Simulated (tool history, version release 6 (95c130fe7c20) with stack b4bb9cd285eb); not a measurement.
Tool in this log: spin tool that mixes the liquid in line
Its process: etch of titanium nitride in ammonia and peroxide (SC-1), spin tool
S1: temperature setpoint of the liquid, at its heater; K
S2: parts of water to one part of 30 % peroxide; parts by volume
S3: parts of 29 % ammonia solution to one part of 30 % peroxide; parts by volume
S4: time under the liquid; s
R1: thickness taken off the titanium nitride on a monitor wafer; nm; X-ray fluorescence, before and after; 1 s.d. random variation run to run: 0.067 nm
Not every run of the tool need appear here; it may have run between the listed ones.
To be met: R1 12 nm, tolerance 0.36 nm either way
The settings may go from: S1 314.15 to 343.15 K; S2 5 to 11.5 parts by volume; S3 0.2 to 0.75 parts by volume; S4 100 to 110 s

run	hour	S1	S2	S3	S4	R1
1	0	330.15	6.5	0.45	100	6.1054
2	2.2	330.15	5	0.45	100	6.8265
3	10	330.15	6.5	0.45	100	6.0687
4	16.2	330.15	8.5	0.45	100	5.2819
5	17.6	332.15	8.5	0.45	100	6.0337
6	20.6	334.15	8.5	0.45	100	6.8296
7	27.1	335.65	8.5	0.45	100	7.573
8	32	336.65	8.5	0.45	100	8.1094
9	33.1	337.65	8.5	0.45	100	8.5677
10	38.4	338.65	8.5	0.45	100	9.243

Next run, 5 choices. One meets every target within its allowed miss, the rest don't. Which?
A	43.7	341.65	8.5	0.4	110	?
B	43.7	339.15	7.5	0.4	110	?
C	43.7	338.65	7	0.5	110	?
D	43.7	340.65	9	0.45	110	?
E	43.7	343.15	9.5	0.5	110	?

move	R1
A	12.024
B	10.956
C	11.409
D	11.196
E	12.955
A: in spec on every target
B: an improvement on the last run, though not all results are within tolerance
C: an improvement on the last run, though not all results are within tolerance
D: an improvement on the last run, though not all results are within tolerance
E: takes the biggest miss from the last run beyond its target
Move A is the one to make.
